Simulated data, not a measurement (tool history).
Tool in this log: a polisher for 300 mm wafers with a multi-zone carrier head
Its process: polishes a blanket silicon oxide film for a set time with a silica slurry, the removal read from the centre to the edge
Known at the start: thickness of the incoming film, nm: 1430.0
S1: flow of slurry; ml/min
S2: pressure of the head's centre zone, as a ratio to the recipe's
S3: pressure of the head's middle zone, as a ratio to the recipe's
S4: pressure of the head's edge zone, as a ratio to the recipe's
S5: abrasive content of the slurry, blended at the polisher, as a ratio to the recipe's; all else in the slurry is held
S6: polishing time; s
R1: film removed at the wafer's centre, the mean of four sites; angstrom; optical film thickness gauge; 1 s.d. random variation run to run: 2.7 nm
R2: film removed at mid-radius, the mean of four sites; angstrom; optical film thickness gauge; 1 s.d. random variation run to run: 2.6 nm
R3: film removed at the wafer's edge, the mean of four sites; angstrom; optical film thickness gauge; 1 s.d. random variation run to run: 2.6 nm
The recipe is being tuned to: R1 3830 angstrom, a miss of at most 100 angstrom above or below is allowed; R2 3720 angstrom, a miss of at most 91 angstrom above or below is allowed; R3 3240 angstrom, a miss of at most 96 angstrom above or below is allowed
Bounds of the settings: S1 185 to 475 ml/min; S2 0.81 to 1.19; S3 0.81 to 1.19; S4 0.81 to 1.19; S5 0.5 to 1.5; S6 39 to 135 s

run,hour,S1,S2,S3,S4,S5,S6,R1,R2,R3
1,0,305,1,1,1,1,87,2992.4,2880.1,2868.9
2,5.2,305,1,1,0.92,1,87,2966.3,2913,2777.7
3,8,320,1.04,1.05,0.96,1.05,87,3222,3056.3,2883.9
4,15.9,320,1.04,1.05,0.88,1.05,87,3210.1,3108.6,2778.1
5,24.7,320,1.04,1.05,0.88,1.25,87,3504.2,3330.2,3041.3
6,26,320,1.04,1.13,0.88,1.25,87,3569,3476.7,3057.8
7,31.1,335,1.04,1.15,0.89,1.25,87,3534.7,3530.3,3123.5
8,34,335,1.04,1.15,0.89,1.25,87,3540.3,3570.9,3057.9
9,35.2,345,1.05,1.16,0.91,1.25,87,3599.3,3544.2,3077.8
10,37.7,345,1.05,1.17,0.92,1.3,87,3671,3682,3174.6
11,40.2,345,1.06,1.17,0.93,1.3,87,3694.3,3654.3,3245.5
12,47.4,350,1.07,1.18,0.93,1.3,87,3742.5,3716.3,3144.7

Pick the move, out of 5, that brings all results within their allowed miss; only one does.
A,54.6,465,1.05,1.19,0.81,1.15,92,?,?,?
B,54.6,355,1.08,1.16,0.94,1.25,90,?,?,?
C,54.6,310,1.04,1.19,0.93,1.3,88,?,?,?
D,54.6,475,1.17,1.19,0.88,1,94,?,?,?
E,54.6,330,1.17,1.18,0.87,1.3,86,?,?,?

move,R1,R2,R3
A,3768.8,3788,3088.9
B,3861,3717.6,3313.6
C,3648.4,3714.9,3249.1
D,3989.1,3592.4,3040.7
E,4041.8,3630.9,3094.4
A: its largest miss is bigger than the last run's
B: hits every target within its allowed miss
C: brings the last run's worst result on target, with another outside its allowed miss
D: its largest miss is bigger than the last run's
E: its largest miss is bigger than the last run's
Answer: B
